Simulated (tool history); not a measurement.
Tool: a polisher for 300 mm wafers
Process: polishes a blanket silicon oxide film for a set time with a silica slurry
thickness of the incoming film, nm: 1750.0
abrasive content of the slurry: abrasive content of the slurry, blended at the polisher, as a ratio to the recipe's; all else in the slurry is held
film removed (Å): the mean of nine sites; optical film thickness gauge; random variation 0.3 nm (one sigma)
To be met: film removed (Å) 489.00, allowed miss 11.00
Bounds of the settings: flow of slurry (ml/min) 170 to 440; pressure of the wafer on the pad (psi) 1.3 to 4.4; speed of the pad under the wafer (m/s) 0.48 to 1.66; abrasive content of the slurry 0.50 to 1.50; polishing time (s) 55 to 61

run    day  flow of slurry (ml/min)  pressure of the wafer on the pad (psi)  speed of the pad under the wafer (m/s)  abrasive content of the slurry  polishing time (s)  film removed (Å)
  1  0.000                      280                                     2.8                                    1.06                            1.00                  61            932.29
  2  0.296                      275                                     2.5                                    1.04                            1.00                  61            849.78
  3  0.458                      275                                     2.2                                    0.98                            1.00                  61            742.53
  4  0.683                      275                                     2.2                                    0.98                            1.00                  61            742.31
  5  0.942                      275                                     2.2                                    1.22                            1.00                  61            854.29
  6  1.179                      275                                     2.0                                    1.12                            1.00                  61            744.18
  7  1.300                      275                                     1.8                                    1.06                            1.00                  61            659.36
  8  1.600                      275                                     1.7                                    1.02                            1.00                  61            602.30
  9  1.817                      275                                     1.7                                    1.02                            1.00                  61            612.33
     2.175  -- conditioning disc replaced and pad reconditioned
 10  2.175                      275                                     1.6                                    1.00                            1.00                  61            656.90

5 next moves are on the table. One of them brings every result within its allowed miss. Which?
  A  2.533                      300                                     1.3                                    1.02                            0.80                  59                 ?
  B  2.533                      225                                     1.8                                    1.30                            1.10                  60                 ?
  C  2.533                      280                                     2.3                                    0.88                            1.40                  60                 ?
  D  2.533                      245                                     1.3                                    1.20                            0.85                  55                 ?
  E  2.533                      350                                     1.3                                    1.02                            0.95                  56                 ?

move  film removed (Å)
   A            492.81
   B            916.53
   C            952.35
   D            525.88
   E            510.62
A: meets every target
B: further off than the last run
C: further off than the last run
D: nearer than the last run, and not there yet
E: nearer than the last run, and not there yet
Answer: A
